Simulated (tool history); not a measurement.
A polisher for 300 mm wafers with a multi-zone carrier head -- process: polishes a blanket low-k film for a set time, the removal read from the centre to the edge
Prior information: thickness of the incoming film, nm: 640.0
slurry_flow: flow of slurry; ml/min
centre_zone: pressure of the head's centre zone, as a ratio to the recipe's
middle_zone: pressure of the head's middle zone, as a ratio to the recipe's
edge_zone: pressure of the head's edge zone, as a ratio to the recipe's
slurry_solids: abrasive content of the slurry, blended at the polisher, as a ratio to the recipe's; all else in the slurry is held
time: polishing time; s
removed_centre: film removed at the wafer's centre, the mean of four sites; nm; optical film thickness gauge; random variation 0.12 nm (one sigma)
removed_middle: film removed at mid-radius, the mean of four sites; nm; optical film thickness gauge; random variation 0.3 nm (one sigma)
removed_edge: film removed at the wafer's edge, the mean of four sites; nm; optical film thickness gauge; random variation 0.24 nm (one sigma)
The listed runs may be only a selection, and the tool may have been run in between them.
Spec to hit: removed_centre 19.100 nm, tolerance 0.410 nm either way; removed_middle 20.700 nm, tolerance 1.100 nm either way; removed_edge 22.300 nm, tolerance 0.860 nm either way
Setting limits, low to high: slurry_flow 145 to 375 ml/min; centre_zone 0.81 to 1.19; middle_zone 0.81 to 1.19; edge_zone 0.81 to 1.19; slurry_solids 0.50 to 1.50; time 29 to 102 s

{"run": 1, "hour": 0.0, "slurry_flow": 240, "centre_zone": 1.0, "middle_zone": 1.0, "edge_zone": 1.0, "slurry_solids": 1.0, "time": 65, "removed_centre": 31.741, "removed_middle": 36.458, "removed_edge": 36.959}
{"run": 2, "hour": 1.1, "slurry_flow": 240, "centre_zone": 0.99, "middle_zone": 0.98, "edge_zone": 0.98, "slurry_solids": 0.9, "time": 63, "removed_centre": 28.26, "removed_middle": 32.244, "removed_edge": 34.191}
{"run": 3, "hour": 5.2, "slurry_flow": 240, "centre_zone": 0.99, "middle_zone": 1.02, "edge_zone": 0.98, "slurry_solids": 0.9, "time": 63, "removed_centre": 28.504, "removed_middle": 33.212, "removed_edge": 33.699}
{"run": 4, "hour": 6.4, "slurry_flow": 240, "centre_zone": 0.99, "middle_zone": 1.06, "edge_zone": 0.98, "slurry_solids": 0.9, "time": 63, "removed_centre": 28.285, "removed_middle": 33.79, "removed_edge": 33.593}
{"run": 5, "hour": 8.1, "slurry_flow": 240, "centre_zone": 0.99, "middle_zone": 1.05, "edge_zone": 0.96, "slurry_solids": 0.85, "time": 61, "removed_centre": 26.296, "removed_middle": 31.74, "removed_edge": 30.656}
{"run": 6, "hour": 12.4, "slurry_flow": 240, "centre_zone": 0.99, "middle_zone": 1.02, "edge_zone": 0.94, "slurry_solids": 0.8, "time": 60, "removed_centre": 24.6, "removed_middle": 29.26, "removed_edge": 28.628}
{"run": 7, "hour": 16.9, "slurry_flow": 235, "centre_zone": 0.99, "middle_zone": 0.98, "edge_zone": 0.92, "slurry_solids": 0.75, "time": 60, "removed_centre": 23.243, "removed_middle": 25.805, "removed_edge": 27.01}
{"hour": 25.2, "done": "centre zone pressure recalibrated"}
{"run": 8, "hour": 25.2, "slurry_flow": 230, "centre_zone": 0.94, "middle_zone": 0.95, "edge_zone": 0.82, "slurry_solids": 0.5, "time": 59, "removed_centre": 14.875, "removed_middle": 15.503, "removed_edge": 14.995}
{"run": 9, "hour": 30.7, "slurry_flow": 235, "centre_zone": 0.96, "middle_zone": 0.96, "edge_zone": 0.86, "slurry_solids": 0.5, "time": 57, "removed_centre": 14.597, "removed_middle": 15.292, "removed_edge": 14.761}
{"run": 10, "hour": 38.3, "slurry_flow": 225, "centre_zone": 0.99, "middle_zone": 0.97, "edge_zone": 0.91, "slurry_solids": 0.5, "time": 56, "removed_centre": 14.77, "removed_middle": 15.186, "removed_edge": 15.201}
{"run": 11, "hour": 41.5, "slurry_flow": 240, "centre_zone": 1.0, "middle_zone": 0.98, "edge_zone": 0.96, "slurry_solids": 0.5, "time": 56, "removed_centre": 15.061, "removed_middle": 15.323, "removed_edge": 15.491}
{"run": 12, "hour": 44.2, "slurry_flow": 225, "centre_zone": 1.02, "middle_zone": 1.0, "edge_zone": 0.99, "slurry_solids": 0.55, "time": 55, "removed_centre": 17.184, "removed_middle": 17.218, "removed_edge": 17.666}
{"run": 13, "hour": 48.0, "slurry_flow": 220, "centre_zone": 1.01, "middle_zone": 1.01, "edge_zone": 1.02, "slurry_solids": 0.55, "time": 54, "removed_centre": 16.87, "removed_middle": 16.809, "removed_edge": 17.328}
{"run": 14, "hour": 54.7, "slurry_flow": 220, "centre_zone": 1.01, "middle_zone": 1.01, "edge_zone": 1.02, "slurry_solids": 0.55, "time": 54, "removed_centre": 16.756, "removed_middle": 16.852, "removed_edge": 17.513}
{"run": 15, "hour": 59.8, "slurry_flow": 215, "centre_zone": 1.0, "middle_zone": 1.03, "edge_zone": 1.05, "slurry_solids": 0.55, "time": 53, "removed_centre": 16.269, "removed_middle": 17.46, "removed_edge": 17.271}
{"run": 16, "hour": 68.3, "slurry_flow": 215, "centre_zone": 1.0, "middle_zone": 1.02, "edge_zone": 1.07, "slurry_solids": 0.6, "time": 53, "removed_centre": 18.037, "removed_middle": 18.776, "removed_edge": 19.706}
{"run": 17, "hour": 76.0, "slurry_flow": 285, "centre_zone": 0.96, "middle_zone": 1.05, "edge_zone": 1.15, "slurry_solids": 0.6, "time": 53, "removed_centre": 18.138, "removed_middle": 19.877, "removed_edge": 21.368}
{"run": 18, "hour": 79.7, "slurry_flow": 295, "centre_zone": 0.96, "middle_zone": 1.05, "edge_zone": 1.15, "slurry_solids": 0.6, "time": 53, "removed_centre": 18.313, "removed_middle": 20.315, "removed_edge": 21.518}

5 candidate next runs follow, results not yet known. Just one meets every target within its allowed miss. Identify it.
{"run": "A", "hour": 83.4, "slurry_flow": 335, "centre_zone": 1.11, "middle_zone": 1.08, "edge_zone": 1.16, "slurry_solids": 0.5, "time": 62, "removed_centre": "?", "removed_middle": "?", "removed_edge": "?"}
{"run": "B", "hour": 83.4, "slurry_flow": 240, "centre_zone": 0.97, "middle_zone": 1.02, "edge_zone": 1.15, "slurry_solids": 0.55, "time": 63, "removed_centre": "?", "removed_middle": "?", "removed_edge": "?"}
{"run": "C", "hour": 83.4, "slurry_flow": 295, "centre_zone": 1.02, "middle_zone": 1.04, "edge_zone": 1.19, "slurry_solids": 0.65, "time": 50, "removed_centre": "?", "removed_middle": "?", "removed_edge": "?"}
{"run": "D", "hour": 83.4, "slurry_flow": 270, "centre_zone": 0.91, "middle_zone": 0.97, "edge_zone": 1.19, "slurry_solids": 0.6, "time": 59, "removed_centre": "?", "removed_middle": "?", "removed_edge": "?"}
{"run": "E", "hour": 83.4, "slurry_flow": 300, "centre_zone": 0.86, "middle_zone": 0.9, "edge_zone": 1.19, "slurry_solids": 0.7, "time": 52, "removed_centre": "?", "removed_middle": "?", "removed_edge": "?"}

move=A removed_centre=19.241 removed_middle=18.271 removed_edge=19.411
move=B removed_centre=18.953 removed_middle=19.741 removed_edge=22.114
move=C removed_centre=19.988 removed_middle=20.055 removed_edge=22.365
move=D removed_centre=18.954 removed_middle=20.159 removed_edge=23.908
move=E removed_centre=18.913 removed_middle=19.994 removed_edge=25.190
A: puts the biggest miss on target and leaves a different result outside tolerance
B: every result within its allowed miss
C: carries the result that was furthest off beyond its target, to the other side
D: puts the biggest miss on target and leaves a different result outside tolerance
E: puts the biggest miss on target and leaves a different result outside tolerance
The right move is B.
